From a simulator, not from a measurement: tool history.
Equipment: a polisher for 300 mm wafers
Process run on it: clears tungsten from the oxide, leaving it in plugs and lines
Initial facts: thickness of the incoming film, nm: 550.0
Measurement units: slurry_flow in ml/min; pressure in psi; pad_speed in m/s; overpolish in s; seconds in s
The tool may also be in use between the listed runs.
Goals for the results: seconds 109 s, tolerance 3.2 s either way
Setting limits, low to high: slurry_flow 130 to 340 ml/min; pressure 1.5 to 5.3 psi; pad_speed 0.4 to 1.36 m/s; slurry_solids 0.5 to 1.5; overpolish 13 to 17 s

| run | hour | slurry_flow | pressure | pad_speed | slurry_solids | overpolish | seconds |
|---|---|---|---|---|---|---|---|
| 1 | 0 | 220 | 3.4 | 0.88 | 1 | 17 | 160.8 |
| 2 | 4.4 | 225 | 3.7 | 0.88 | 1 | 17 | 149.73 |
| 3 | 5.8 | 225 | 4 | 0.88 | 1 | 17 | 141.41 |
| 4 | 11.8 | 225 | 4 | 0.88 | 1.15 | 17 | 135.99 |
| 5 | 16.7 | 185 | 4 | 0.88 | 1.15 | 17 | 143.09 |
| 6 | 18.7 | 205 | 4.2 | 0.88 | 1.15 | 17 | 132.98 |
| 7 | 21.8 | 225 | 4.3 | 0.88 | 1.15 | 17 | 128.55 |
| 8 | 29.3 | 225 | 4.3 | 0.88 | 1.15 | 17 | 129.78 |
| 9 | 32.7 | 230 | 4.5 | 0.88 | 1.15 | 17 | 123.66 |
| 10 | 37.5 | 235 | 5 | 0.88 | 1.15 | 17 | 113.61 |
| 11 | 39.8 | 240 | 5 | 0.88 | 1.15 | 17 | 113.29 |

Consider the 5 candidate settings below. Which is the only one whose results all fall within their allowed miss of target?
| A | 42.1 | 255 | 5.1 | 0.82 | 1.2 | 17 | ? |
| B | 42.1 | 255 | 5 | 0.86 | 1.1 | 15 | ? |
| C | 42.1 | 265 | 4.7 | 0.88 | 1.1 | 17 | ? |
| D | 42.1 | 215 | 5.3 | 0.9 | 1.05 | 13 | ? |
| E | 42.1 | 240 | 4.5 | 0.92 | 1.1 | 14 | ? |

| move | seconds |
|---|---|
| A | 116.8 |
| B | 115.75 |
| C | 118.53 |
| D | 108.94 |
| E | 118.82 |
A: lands further from the targets than the last run did
B: lands further from the targets than the last run did
C: lands further from the targets than the last run did
D: every result lands within tolerance
E: lands further from the targets than the last run did
D is the move that brings every result within its allowed miss.
